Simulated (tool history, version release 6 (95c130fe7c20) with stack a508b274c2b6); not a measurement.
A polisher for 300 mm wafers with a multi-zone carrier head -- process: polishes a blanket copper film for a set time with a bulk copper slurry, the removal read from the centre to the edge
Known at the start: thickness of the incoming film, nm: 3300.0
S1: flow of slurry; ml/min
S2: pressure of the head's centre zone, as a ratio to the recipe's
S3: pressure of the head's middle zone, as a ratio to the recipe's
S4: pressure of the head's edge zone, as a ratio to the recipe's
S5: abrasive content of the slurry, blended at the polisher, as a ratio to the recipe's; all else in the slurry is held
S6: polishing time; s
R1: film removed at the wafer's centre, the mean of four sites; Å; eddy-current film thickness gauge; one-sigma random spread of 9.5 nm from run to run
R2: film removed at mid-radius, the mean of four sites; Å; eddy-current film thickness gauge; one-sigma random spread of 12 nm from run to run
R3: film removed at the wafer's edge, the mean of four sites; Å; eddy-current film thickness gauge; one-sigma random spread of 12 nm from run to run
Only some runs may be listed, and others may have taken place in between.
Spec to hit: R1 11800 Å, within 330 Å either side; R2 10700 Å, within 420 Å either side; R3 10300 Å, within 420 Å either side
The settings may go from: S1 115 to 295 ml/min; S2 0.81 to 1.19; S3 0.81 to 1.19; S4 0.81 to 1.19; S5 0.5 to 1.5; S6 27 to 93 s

run    day   S1    S2    S3    S4    S5  S6      R1      R2      R3
  1      0  190     1     1     1     1  59  8723.2  8719.4  8430.8
  2  0.304  195  1.02  1.01  1.02  1.05  59  8959.9  8877.6  8789.8
  3  0.542  195  1.02  1.01  1.02   1.2  59  9357.1  9287.7  9104.1
  4  0.658  205  1.04  1.02  1.03   1.2  59    9786  9448.3  9144.6
  5  0.742  205  1.04  1.02   1.1   1.2  59  9670.6  9265.3  9498.8
  6      1  205  1.04  0.99   1.1   1.2  59  9686.3  9098.4  9271.7
  7  1.058  215  1.06  1.01   1.1   1.2  59  9913.3    9450  9399.9
  8  1.158  220  1.08  1.02  1.11  1.25  59   10235  9343.1    9431
  9   1.45  225  1.09  1.03  1.11   1.3  59   10416  9868.2  9648.9
 10  1.638  230   1.1  1.03  1.12  1.35  59   10628  9852.5  9770.5
 11  1.771  235  1.11  1.04  1.12  1.35  59   10708    9975  9817.2
 12  2.133  240  1.12  1.05  1.12  1.35  59   11115   10071  9727.1
 13   2.25  245  1.12  1.05  1.13  1.35  59   11142   10153  9818.7
 14  2.338  250  1.12  1.05  1.14  1.35  59   11017   10144   10108
 15  2.529  255  1.13  1.06  1.14  1.35  59   10905   10290   10012
 16  2.704  255  1.14  1.06  1.14  1.35  59   11384   10316  9988.1
 17  2.767  260  1.14  1.06  1.14  1.35  59   11185   10191  9990.3

Of the 4 settings listed for the next run, only one would bring every result within its allowed miss of target. Which one?
  A  2.829  295  1.12  1.07  1.19   1.2  58   ?   ?   ?
  B  2.829  240  1.19  1.02  1.05   1.3  58   ?   ?   ?
  C  2.829  285  1.16  1.07  1.12   1.4  60   ?   ?   ?
  D  2.829  260  1.19  0.95  1.19  1.35  60   ?   ?   ?

move     R1      R2      R3
   A  10721   10007  9542.5
   B  11371  9631.7  9123.6
   C  11950   10773   10023
   D  11999  9589.2   10122
A: further off than the last run
B: further off than the last run
C: meets every target
D: corrects the largest miss of the last run, while another result sits out of spec
The move that meets every target is C.

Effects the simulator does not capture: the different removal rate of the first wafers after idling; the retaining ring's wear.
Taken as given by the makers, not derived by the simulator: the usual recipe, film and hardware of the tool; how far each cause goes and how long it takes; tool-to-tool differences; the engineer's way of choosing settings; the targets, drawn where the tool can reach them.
